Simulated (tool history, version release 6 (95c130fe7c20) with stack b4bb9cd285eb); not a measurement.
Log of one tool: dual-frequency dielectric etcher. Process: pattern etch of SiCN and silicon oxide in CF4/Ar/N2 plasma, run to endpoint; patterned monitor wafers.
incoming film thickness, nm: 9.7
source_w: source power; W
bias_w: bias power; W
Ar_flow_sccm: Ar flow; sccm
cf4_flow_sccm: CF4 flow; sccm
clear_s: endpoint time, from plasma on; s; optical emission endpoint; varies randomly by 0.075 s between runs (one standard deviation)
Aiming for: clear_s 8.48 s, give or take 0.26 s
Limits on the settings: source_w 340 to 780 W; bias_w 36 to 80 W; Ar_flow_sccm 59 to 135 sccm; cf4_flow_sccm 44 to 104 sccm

run,day,source_w,bias_w,Ar_flow_sccm,cf4_flow_sccm,clear_s
1,0,560,58,97,74,10.193
2,0.046,560,54,97,74,10.58
3,0.254,600,55,97,74,9.7896
4,0.354,510,55,97,74,11.09
5,0.438,510,64,97,74,10.412
6,0.679,430,64,97,74,11.75
7,1.008,500,65,96,74,10.386
8,1.288,540,66,96,74,9.7777
9,1.654,570,66,96,74,9.3219
10,1.717,590,66,96,74,9.1236
11,1.942,610,66,96,74,8.93
12,2.05,620,66,96,74,9.0342

Pick the move, out of 5, that brings all results within their allowed miss; only one does.
A,2.158,640,61,75,94,?
B,2.158,600,60,79,73,?
C,2.158,710,66,89,85,?
D,2.158,570,57,93,73,?
E,2.158,650,61,91,66,?

move,clear_s
A,8.4456
B,9.309
C,7.8129
D,10.097
E,9.0092
A: each result inside its tolerance
B: its largest miss is bigger than the last run's
C: the result that was furthest off in the last run now lies on the other side of its target
D: its largest miss is bigger than the last run's
E: just as far off the targets as the last run
So the answer is move A, the one that meets all the targets.

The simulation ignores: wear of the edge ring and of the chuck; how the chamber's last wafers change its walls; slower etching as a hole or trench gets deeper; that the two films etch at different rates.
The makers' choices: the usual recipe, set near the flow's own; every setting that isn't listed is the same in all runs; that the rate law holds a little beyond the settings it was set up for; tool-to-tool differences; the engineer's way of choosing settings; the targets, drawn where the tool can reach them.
